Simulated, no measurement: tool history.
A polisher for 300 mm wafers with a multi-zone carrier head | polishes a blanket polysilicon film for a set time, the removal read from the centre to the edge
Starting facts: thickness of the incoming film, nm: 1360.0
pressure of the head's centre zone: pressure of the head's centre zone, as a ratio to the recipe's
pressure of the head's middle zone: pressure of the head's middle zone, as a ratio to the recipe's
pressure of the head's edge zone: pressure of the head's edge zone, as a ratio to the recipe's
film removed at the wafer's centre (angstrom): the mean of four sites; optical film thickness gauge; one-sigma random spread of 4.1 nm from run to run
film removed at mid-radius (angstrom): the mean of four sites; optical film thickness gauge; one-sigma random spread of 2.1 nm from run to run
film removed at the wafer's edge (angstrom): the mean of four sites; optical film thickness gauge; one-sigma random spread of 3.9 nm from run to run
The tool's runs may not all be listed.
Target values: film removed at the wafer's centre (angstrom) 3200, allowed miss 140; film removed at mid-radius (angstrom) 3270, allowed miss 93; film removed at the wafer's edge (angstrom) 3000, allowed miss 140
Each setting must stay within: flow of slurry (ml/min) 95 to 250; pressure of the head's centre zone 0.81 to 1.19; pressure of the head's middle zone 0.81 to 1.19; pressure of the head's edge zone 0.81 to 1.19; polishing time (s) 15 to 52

run	hour	flow of slurry (ml/min)	pressure of the head's centre zone	pressure of the head's middle zone	pressure of the head's edge zone	polishing time (s)	film removed at the wafer's centre (angstrom)	film removed at mid-radius (angstrom)	film removed at the wafer's edge (angstrom)
1	0	160	1	1	1	33	2884.1	2765.8	2773.4
2	3.9	145	1	1	1	33	2838.2	2720.5	2723.4
3	6.2	120	1	1	1	33	2688.1	2568.5	2668.8
4	12.9	145	1	1.02	1.01	33	2751.6	2753.5	2784.1
5	17.1	145	1	1.02	1.06	33	2811	2753.2	2839.1
6	24.5	165	1.01	1.03	1.05	33	2913.4	2848.4	2810.2
7	26.8	180	1.01	1.04	1.06	33	3047.4	2902.2	2863.7
8	29	190	1	1.06	1.06	33	2982	3000.3	2914.2
9	32.2	200	1	1.07	1.06	33	2980.6	3025.2	2900.1
10	35.1	210	1.01	1.08	1.06	33	3015.3	3085.1	2972.7
11	42.7	215	1.03	1.09	1.05	33	3120.4	3094	2874.8

Exercise: of the 5 proposed moves below, exactly one satisfies all targets within the stated allowed misses. Which move is it?
A	50.3	190	0.96	1.06	1.06	34	?	?	?
B	50.3	250	0.99	1.13	1	30	?	?	?
C	50.3	250	1.02	1.13	1.08	33	?	?	?
D	50.3	165	1.07	1.08	0.97	33	?	?	?
E	50.3	195	1.08	1.19	0.94	33	?	?	?

move	film removed at the wafer's centre (angstrom)	film removed at mid-radius (angstrom)	film removed at the wafer's edge (angstrom)
A	2949.7	3085.1	2995.6
B	2802.7	2980.6	2645
C	3177.1	3277.8	3015.9
D	3106.7	2964.6	2740
E	3241.5	3306.2	2755.9
A: its largest miss is bigger than the last run's
B: its largest miss is bigger than the last run's
C: meets every target
D: its largest miss is bigger than the last run's
E: brings the last run's worst result on target, with another outside its allowed miss
Move C is the one to make.
